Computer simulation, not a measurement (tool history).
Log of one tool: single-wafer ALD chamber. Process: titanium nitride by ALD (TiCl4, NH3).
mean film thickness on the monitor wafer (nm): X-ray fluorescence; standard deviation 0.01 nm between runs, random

run,day,heater temperature setpoint (K),number of ALD cycles (cycles),NH3 pulse time (s),mean film thickness on the monitor wafer (nm)
1,0.000,673.15,106,1.74,2.3923
2,0.217,681.15,106,1.74,2.4132
3,0.579,681.15,106,1.74,2.4197
4,0.917,681.15,106,1.74,2.4282
5,1.183,678.15,105,1.65,2.3827
6,1.271,676.15,104,1.56,2.3478

Forecast run 7:
7,1.500,675.15,103,1.50,?

Run 7 yielded mean film thickness on the monitor wafer (nm) 2.3201.
